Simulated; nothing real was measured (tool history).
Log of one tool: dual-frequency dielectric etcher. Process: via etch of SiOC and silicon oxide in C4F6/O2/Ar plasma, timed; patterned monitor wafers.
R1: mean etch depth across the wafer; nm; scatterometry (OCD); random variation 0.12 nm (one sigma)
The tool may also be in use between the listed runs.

{"run": 1, "hour": 0.0, "source power (W)": 390, "bias power (W)": 145, "etch time (s)": 35.5, "R1": 40.367}
{"run": 2, "hour": 1.2, "source power (W)": 420, "bias power (W)": 145, "etch time (s)": 35.5, "R1": 42.19}
{"run": 3, "hour": 9.0, "source power (W)": 470, "bias power (W)": 145, "etch time (s)": 35.5, "R1": 44.752}
{"run": 4, "hour": 16.5, "source power (W)": 430, "bias power (W)": 142, "etch time (s)": 35.5, "R1": 42.556}
{"run": 5, "hour": 25.2, "source power (W)": 430, "bias power (W)": 142, "etch time (s)": 35.5, "R1": 42.335}
{"run": 6, "hour": 29.6, "source power (W)": 430, "bias power (W)": 142, "etch time (s)": 33, "R1": 39.518}

The next listed run, before its measurement:
{"run": 7, "hour": 35.4, "source power (W)": 410, "bias power (W)": 141, "etch time (s)": 33, "R1": "?"}

{"run 7": {"R1": 38.381}}

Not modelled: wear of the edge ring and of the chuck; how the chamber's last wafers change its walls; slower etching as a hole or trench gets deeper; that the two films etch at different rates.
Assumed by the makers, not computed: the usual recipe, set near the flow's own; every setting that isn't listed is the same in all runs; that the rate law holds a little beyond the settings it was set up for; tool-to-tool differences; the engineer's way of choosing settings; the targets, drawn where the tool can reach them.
